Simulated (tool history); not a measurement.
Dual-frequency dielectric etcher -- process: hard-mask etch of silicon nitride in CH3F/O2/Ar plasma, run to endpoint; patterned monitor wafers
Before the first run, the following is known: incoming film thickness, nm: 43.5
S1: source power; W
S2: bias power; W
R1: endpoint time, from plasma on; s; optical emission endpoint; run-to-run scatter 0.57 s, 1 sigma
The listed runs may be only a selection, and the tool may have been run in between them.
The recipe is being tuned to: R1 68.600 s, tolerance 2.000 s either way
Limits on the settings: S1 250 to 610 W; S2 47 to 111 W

run	hour	S1	S2	R1
1	0.0	430	79	57.389
2	6.1	410	77	58.966
3	14.3	390	75	60.838
4	18.4	320	75	64.349
5	21.5	370	75	61.703
6	29.0	410	75	59.925
7	36.7	390	74	60.590
8	38.9	300	58	71.596
9	47.9	310	58	70.890
10	51.2	310	58	71.133

Consider the 4 candidate settings below. Which is the only one whose results all fall within their allowed miss of target?
A	54.5	250	48	?
B	54.5	290	58	?
C	54.5	310	54	?
D	54.5	350	58	?

move	R1
A	79.692
B	71.663
C	72.396
D	68.332
A: moves away from the targets compared with the last run
B: moves away from the targets compared with the last run
C: moves away from the targets compared with the last run
D: every result within its allowed miss
The right move is D.

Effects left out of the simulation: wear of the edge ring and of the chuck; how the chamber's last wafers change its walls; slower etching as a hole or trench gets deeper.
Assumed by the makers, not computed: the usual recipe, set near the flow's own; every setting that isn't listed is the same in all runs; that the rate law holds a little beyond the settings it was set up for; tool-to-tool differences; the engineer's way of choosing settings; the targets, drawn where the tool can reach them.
